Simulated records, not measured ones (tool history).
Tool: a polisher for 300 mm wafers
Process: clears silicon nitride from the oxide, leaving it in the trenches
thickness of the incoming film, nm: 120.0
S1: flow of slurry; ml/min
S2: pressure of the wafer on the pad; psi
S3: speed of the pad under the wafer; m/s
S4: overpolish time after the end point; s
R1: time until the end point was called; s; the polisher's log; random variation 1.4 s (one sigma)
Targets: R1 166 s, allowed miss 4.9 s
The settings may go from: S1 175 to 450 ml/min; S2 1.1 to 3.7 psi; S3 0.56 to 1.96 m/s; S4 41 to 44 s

| run | hour | S1 | S2 | S3 | S4 | R1 |
|---|---|---|---|---|---|---|
| 1 | 0 | 290 | 2.4 | 1.26 | 41 | 144.93 |
| 2 | 1.5 | 290 | 2.4 | 1.46 | 41 | 131.34 |
| 3 | 6.9 | 290 | 2.4 | 1.66 | 41 | 120.98 |
| 4 | 8.6 | 290 | 2.4 | 1.66 | 44 | 118.35 |
| 5 | 16 | 290 | 2.4 | 1.66 | 41 | 117.59 |
| 6 | 20.8 | 265 | 2.4 | 1.66 | 41 | 119.72 |
| 7 | 24 | 265 | 2.3 | 1.66 | 41 | 123.31 |
| 8 | 32.8 | 265 | 2.2 | 1.66 | 41 | 127.17 |
| 9 | 34.7 | 260 | 1.6 | 1.64 | 41 | 156.52 |

5 next moves are on the table. One of them brings every result within its allowed miss. Which?
| A | 36.6 | 325 | 1.8 | 1.64 | 42 | ? |
| B | 36.6 | 300 | 1.5 | 1.92 | 41 | ? |
| C | 36.6 | 355 | 1.7 | 1.76 | 41 | ? |
| D | 36.6 | 240 | 1.8 | 1.64 | 41 | ? |
| E | 36.6 | 225 | 1.5 | 1.64 | 41 | ? |

| move | R1 |
|---|---|
| A | 145.58 |
| B | 144.71 |
| C | 142.18 |
| D | 148.46 |
| E | 166.46 |
A: further off than the last run
B: further off than the last run
C: further off than the last run
D: further off than the last run
E: meets every target
Answer: E
